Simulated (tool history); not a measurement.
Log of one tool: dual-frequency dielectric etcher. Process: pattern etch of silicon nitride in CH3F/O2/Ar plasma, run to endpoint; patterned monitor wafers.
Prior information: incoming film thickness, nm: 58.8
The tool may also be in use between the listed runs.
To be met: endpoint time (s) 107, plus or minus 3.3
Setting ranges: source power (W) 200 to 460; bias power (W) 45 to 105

run  hour  source power (W)  bias power (W)  endpoint time (s)
  1     0               330              75              93.88
  2   5.3               300              75             94.357
  3  13.8               290              71             96.725
  4  15.6               250              71             99.856
  5  17.8               210              71             103.48
  6  23.3               210              70             101.42
  7  27.4               200              56              111.6
  8  28.3               200              57              110.9
  9  35.6               200              58             112.06
 10    43               200              59             110.32

Next run, 4 choices. One meets every target within its allowed miss, the rest don't. Which?
  A  50.4               200              56                  ?
  B  50.4               220              61                  ?
  C  50.4               260              71                  ?
  D  50.4               220              73                  ?

move  endpoint time (s)
   A             112.31
   B             107.31
   C             98.686
   D             101.26
A: moves away from the targets compared with the last run
B: all results in spec
C: carries the result that was furthest off beyond its target, to the other side
D: carries the result that was furthest off beyond its target, to the other side
Move B is the one to make.
